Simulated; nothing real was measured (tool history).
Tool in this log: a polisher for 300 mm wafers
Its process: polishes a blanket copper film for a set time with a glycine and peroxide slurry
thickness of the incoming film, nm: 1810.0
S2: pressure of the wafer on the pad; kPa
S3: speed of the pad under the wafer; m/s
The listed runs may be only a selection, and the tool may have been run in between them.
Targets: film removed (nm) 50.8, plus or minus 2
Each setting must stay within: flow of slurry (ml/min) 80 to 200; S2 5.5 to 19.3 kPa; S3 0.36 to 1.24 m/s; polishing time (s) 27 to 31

run 1 hour=0 | flow_of_slurry_(ml/min)=130 S2=12.4 S3=0.8 polishing_time_(s)=31 | film_removed_(nm)=77.257
run 2 hour=6 | flow_of_slurry_(ml/min)=130 S2=11.7 S3=0.8 polishing_time_(s)=31 | film_removed_(nm)=73.791
run 3 hour=14.8 | flow_of_slurry_(ml/min)=130 S2=11 S3=0.8 polishing_time_(s)=31 | film_removed_(nm)=72.727
run 4 hour=17.3 | flow_of_slurry_(ml/min)=130 S2=11 S3=0.68 polishing_time_(s)=31 | film_removed_(nm)=66.452
run 5 hour=23 | flow_of_slurry_(ml/min)=130 S2=11 S3=0.76 polishing_time_(s)=31 | film_removed_(nm)=70.503
run 6 hour=31.3 | flow_of_slurry_(ml/min)=130 S2=12.4 S3=0.76 polishing_time_(s)=31 | film_removed_(nm)=76.117
run 7 hour=40.1 | flow_of_slurry_(ml/min)=130 S2=11.7 S3=0.76 polishing_time_(s)=31 | film_removed_(nm)=72.202
run 8 hour=44.9 | flow_of_slurry_(ml/min)=130 S2=11 S3=0.76 polishing_time_(s)=31 | film_removed_(nm)=71.771
run 9 hour=46.9 | flow_of_slurry_(ml/min)=130 S2=10.3 S3=0.74 polishing_time_(s)=31 | film_removed_(nm)=66.758
run 10 hour=50.3 | flow_of_slurry_(ml/min)=130 S2=9.7 S3=0.74 polishing_time_(s)=31 | film_removed_(nm)=65.693
run 11 hour=56.7 | flow_of_slurry_(ml/min)=130 S2=9 S3=0.72 polishing_time_(s)=31 | film_removed_(nm)=62.865
run 12 hour=59.6 | flow_of_slurry_(ml/min)=115 S2=5.5 S3=0.68 polishing_time_(s)=31 | film_removed_(nm)=47.309
run 13 hour=60.8 | flow_of_slurry_(ml/min)=125 S2=5.5 S3=0.68 polishing_time_(s)=31 | film_removed_(nm)=48.583
run 14 hour=66.8 | flow_of_slurry_(ml/min)=130 S2=5.5 S3=0.68 polishing_time_(s)=31 | film_removed_(nm)=48.299

Consider the 5 candidate settings below. Which is the only one whose results all fall within their allowed miss of target?
run A hour=72.8 | flow_of_slurry_(ml/min)=110 S2=6.2 S3=0.84 polishing_time_(s)=27 | film_removed_(nm)=?
run B hour=72.8 | flow_of_slurry_(ml/min)=105 S2=5.5 S3=0.74 polishing_time_(s)=30 | film_removed_(nm)=?
run C hour=72.8 | flow_of_slurry_(ml/min)=130 S2=5.5 S3=0.84 polishing_time_(s)=30 | film_removed_(nm)=?
run D hour=72.8 | flow_of_slurry_(ml/min)=135 S2=6.9 S3=0.66 polishing_time_(s)=27 | film_removed_(nm)=?
run E hour=72.8 | flow_of_slurry_(ml/min)=145 S2=6.2 S3=0.62 polishing_time_(s)=29 | film_removed_(nm)=?

move=A film_removed_(nm)=46.739
move=B film_removed_(nm)=46.364
move=C film_removed_(nm)=50.563
move=D film_removed_(nm)=45.087
move=E film_removed_(nm)=45.594
A: misses by more than the last run did
B: misses by more than the last run did
C: all results in spec
D: misses by more than the last run did
E: misses by more than the last run did
The right move is C.

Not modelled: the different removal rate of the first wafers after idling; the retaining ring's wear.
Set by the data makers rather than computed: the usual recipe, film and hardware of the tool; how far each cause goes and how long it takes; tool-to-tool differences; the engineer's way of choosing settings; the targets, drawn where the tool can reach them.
